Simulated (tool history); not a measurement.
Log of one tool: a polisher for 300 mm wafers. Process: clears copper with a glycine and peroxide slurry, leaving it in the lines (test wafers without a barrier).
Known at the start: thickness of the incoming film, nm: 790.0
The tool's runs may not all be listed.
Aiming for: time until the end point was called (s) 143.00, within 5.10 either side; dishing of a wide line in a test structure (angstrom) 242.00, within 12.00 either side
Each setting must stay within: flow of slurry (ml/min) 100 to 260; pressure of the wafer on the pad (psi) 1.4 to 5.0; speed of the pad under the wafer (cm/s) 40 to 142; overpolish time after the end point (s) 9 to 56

run  hour  flow of slurry (ml/min)  pressure of the wafer on the pad (psi)  speed of the pad under the wafer (cm/s)  overpolish time after the end point (s)  time until the end point was called (s)  dishing of a wide line in a test structure (angstrom)
  1   0.0                      165                                     3.2                                       90                                       29                                   140.72                                                 305.51
  2   2.2                      145                                     3.1                                       96                                       23                                   141.47                                                 301.31
  3   5.1                      145                                     3.1                                       96                                       31                                   140.68                                                 311.67
  4   9.4                      180                                     3.0                                       94                                       24                                   142.92                                                 295.46
  5  18.0                      210                                     3.0                                       94                                       24                                   137.53                                                 290.78
  6  21.0                      225                                     2.8                                       98                                       19                                   139.65                                                 290.27
     27.7  -- head pressure recalibrated
  7  27.7                      235                                     2.9                                       92                                       16                                   149.43                                                 276.36
  8  30.9                      260                                     3.8                                       74                                        9                                   139.97                                                 220.53

5 next moves are on the table. One of them brings every result within its allowed miss. Which?
  A  34.1                      255                                     4.1                                       62                                       11                                        ?                                                      ?
  B  34.1                      250                                     3.8                                       80                                        9                                        ?                                                      ?
  C  34.1                      245                                     4.4                                       64                                        9                                        ?                                                      ?
  D  34.1                      215                                     3.2                                       82                                       16                                        ?                                                      ?
  E  34.1                      260                                     3.7                                       76                                       11                                        ?                                                      ?

move  time until the end point was called (s)  dishing of a wide line in a test structure (angstrom)
   A                                   151.78                                                 232.64
   B                                   131.26                                                 223.02
   C                                   140.21                                                 217.74
   D                                   150.97                                                 267.06
   E                                   139.45                                                 238.97
A: puts the biggest miss on target and leaves a different result outside tolerance
B: misses by more than the last run did
C: misses by more than the last run did
D: pushes the last run's worst result past its target
E: in spec on every target
So the answer is move E, the one that meets all the targets.

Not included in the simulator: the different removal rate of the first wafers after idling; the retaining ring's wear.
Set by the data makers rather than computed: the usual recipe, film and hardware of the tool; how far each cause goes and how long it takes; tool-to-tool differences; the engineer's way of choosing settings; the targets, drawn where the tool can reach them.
